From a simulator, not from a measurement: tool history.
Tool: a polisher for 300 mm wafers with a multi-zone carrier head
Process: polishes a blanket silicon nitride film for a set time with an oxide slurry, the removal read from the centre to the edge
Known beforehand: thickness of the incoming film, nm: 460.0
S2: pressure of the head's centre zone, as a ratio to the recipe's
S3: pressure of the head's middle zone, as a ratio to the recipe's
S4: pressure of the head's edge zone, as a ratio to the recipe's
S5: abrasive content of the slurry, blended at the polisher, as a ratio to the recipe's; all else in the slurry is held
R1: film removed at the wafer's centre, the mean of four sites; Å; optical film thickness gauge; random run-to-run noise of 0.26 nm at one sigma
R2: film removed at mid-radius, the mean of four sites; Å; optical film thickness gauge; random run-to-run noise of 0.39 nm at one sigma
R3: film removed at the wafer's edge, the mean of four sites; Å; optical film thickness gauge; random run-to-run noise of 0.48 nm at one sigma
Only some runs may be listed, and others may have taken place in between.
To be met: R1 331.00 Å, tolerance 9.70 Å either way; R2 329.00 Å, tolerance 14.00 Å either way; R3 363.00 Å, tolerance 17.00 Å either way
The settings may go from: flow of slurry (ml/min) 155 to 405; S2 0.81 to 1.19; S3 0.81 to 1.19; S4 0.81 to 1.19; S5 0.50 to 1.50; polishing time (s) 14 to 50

Run 1, hour 0.0: flow of slurry (ml/min) 260, S2 1.00, S3 1.00, S4 1.00, S5 1.00, polishing time (s) 32. Result: R1 255.73 Å, R2 250.35 Å, R3 252.84 Å.
Run 2, hour 4.6: flow of slurry (ml/min) 205, S2 1.00, S3 1.00, S4 1.00, S5 1.00, polishing time (s) 32. Result: R1 246.92 Å, R2 250.35 Å, R3 252.38 Å.
Run 3, hour 9.5: flow of slurry (ml/min) 195, S2 1.01, S3 1.00, S4 1.04, S5 1.15, polishing time (s) 33. Result: R1 265.85 Å, R2 265.99 Å, R3 278.59 Å.
Run 4, hour 18.4: flow of slurry (ml/min) 195, S2 1.02, S3 1.01, S4 1.07, S5 1.25, polishing time (s) 34. Result: R1 283.08 Å, R2 286.11 Å, R3 293.08 Å.
Run 5, hour 26.0: flow of slurry (ml/min) 190, S2 1.02, S3 0.99, S4 1.09, S5 1.30, polishing time (s) 35. Result: R1 297.08 Å, R2 290.74 Å, R3 302.83 Å.
Run 6, hour 34.9: flow of slurry (ml/min) 190, S2 1.02, S3 1.07, S4 1.09, S5 1.30, polishing time (s) 35. Result: R1 299.15 Å, R2 306.03 Å, R3 305.06 Å.
Run 7, hour 36.9: flow of slurry (ml/min) 190, S2 1.02, S3 1.07, S4 1.09, S5 1.30, polishing time (s) 35. Result: R1 300.87 Å, R2 309.01 Å, R3 306.96 Å.
Run 8, hour 42.2: flow of slurry (ml/min) 185, S2 1.01, S3 1.04, S4 1.11, S5 1.35, polishing time (s) 36. Result: R1 307.61 Å, R2 315.55 Å, R3 324.62 Å.

Below are 5 possible settings for the next run. Only one of them brings all results inside the allowed miss of their targets. Which is it?
Run A, hour 47.5: flow of slurry (ml/min) 170, S2 0.92, S3 0.89, S4 1.19, S5 1.30, polishing time (s) 43. Result: R1 ?, R2 ?, R3 ?.
Run B, hour 47.5: flow of slurry (ml/min) 225, S2 0.83, S3 0.90, S4 1.19, S5 1.50, polishing time (s) 38. Result: R1 ?, R2 ?, R3 ?.
Run C, hour 47.5: flow of slurry (ml/min) 185, S2 1.06, S3 1.14, S4 0.97, S5 1.50, polishing time (s) 32. Result: R1 ?, R2 ?, R3 ?.
Run D, hour 47.5: flow of slurry (ml/min) 180, S2 1.08, S3 0.96, S4 1.05, S5 1.25, polishing time (s) 39. Result: R1 ?, R2 ?, R3 ?.
Run E, hour 47.5: flow of slurry (ml/min) 200, S2 1.02, S3 1.03, S4 1.19, S5 1.00, polishing time (s) 42. Result: R1 ?, R2 ?, R3 ?.

move      R1      R2      R3
   A  322.39  318.44  408.78
   B  276.70  305.05  384.98
   C  292.03  307.49  287.60
   D  341.74  305.57  344.88
   E  328.19  329.25  371.85
A: the furthest-off result lands on target, but another misses its tolerance
B: moves away from the targets compared with the last run
C: moves away from the targets compared with the last run
D: carries the result that was furthest off beyond its target, to the other side
E: all results land within tolerance of their targets
The right move is E.
